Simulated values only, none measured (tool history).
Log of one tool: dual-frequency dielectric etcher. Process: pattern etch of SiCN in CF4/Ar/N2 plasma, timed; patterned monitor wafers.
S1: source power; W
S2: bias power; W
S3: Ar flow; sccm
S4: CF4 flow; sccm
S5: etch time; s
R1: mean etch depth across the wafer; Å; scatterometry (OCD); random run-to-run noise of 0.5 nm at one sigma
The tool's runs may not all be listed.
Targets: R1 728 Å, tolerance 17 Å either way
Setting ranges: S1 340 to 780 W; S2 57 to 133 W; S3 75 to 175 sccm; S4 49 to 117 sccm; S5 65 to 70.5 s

{"run": 1, "hour": 0.0, "S1": 560, "S2": 95, "S3": 125, "S4": 83, "S5": 70.5, "R1": 814.37}
{"run": 2, "hour": 4.5, "S1": 540, "S2": 95, "S3": 125, "S4": 83, "S5": 70.5, "R1": 787.58}
{"run": 3, "hour": 9.3, "S1": 540, "S2": 95, "S3": 125, "S4": 93, "S5": 70.5, "R1": 794.75}
{"run": 4, "hour": 16.2, "S1": 610, "S2": 95, "S3": 125, "S4": 93, "S5": 70.5, "R1": 908.94}
{"run": 5, "hour": 18.9, "S1": 610, "S2": 110, "S3": 125, "S4": 93, "S5": 70.5, "R1": 947.34}
{"run": 6, "hour": 21.8, "S1": 670, "S2": 110, "S3": 125, "S4": 93, "S5": 70.5, "R1": 1040.4}
{"run": 7, "hour": 24.4, "S1": 620, "S2": 109, "S3": 125, "S4": 93, "S5": 70.5, "R1": 964.29}
{"run": 8, "hour": 30.5, "S1": 620, "S2": 109, "S3": 125, "S4": 93, "S5": 70.5, "R1": 969.36}
{"run": 9, "hour": 31.8, "S1": 580, "S2": 108, "S3": 125, "S4": 93, "S5": 70.5, "R1": 895.19}
{"run": 10, "hour": 32.7, "S1": 550, "S2": 107, "S3": 125, "S4": 93, "S5": 70.5, "R1": 859.37}
{"run": 11, "hour": 40.6, "S1": 520, "S2": 107, "S3": 125, "S4": 93, "S5": 70.5, "R1": 799.96}
{"run": 12, "hour": 42.3, "S1": 510, "S2": 107, "S3": 125, "S4": 93, "S5": 70.5, "R1": 780.74}
{"run": 13, "hour": 50.3, "S1": 460, "S2": 106, "S3": 125, "S4": 93, "S5": 70.5, "R1": 690.62}

Which single option among these 4 for the next run brings every result within its allowed miss of target? Just one does.
{"run": "A", "hour": 58.3, "S1": 470, "S2": 108, "S3": 136, "S4": 87, "S5": 69.5, "R1": "?"}
{"run": "B", "hour": 58.3, "S1": 430, "S2": 117, "S3": 124, "S4": 100, "S5": 70.5, "R1": "?"}
{"run": "C", "hour": 58.3, "S1": 470, "S2": 110, "S3": 134, "S4": 93, "S5": 68, "R1": "?"}
{"run": "D", "hour": 58.3, "S1": 480, "S2": 104, "S3": 126, "S4": 109, "S5": 69.5, "R1": "?"}

move=A R1=689.49
move=B R1=674.26
move=C R1=687.54
move=D R1=731.74
A: no better and no worse than the last run
B: the biggest miss grows against the last run
C: the biggest miss grows against the last run
D: every result lands within tolerance
Correct choice: D, which meets every target
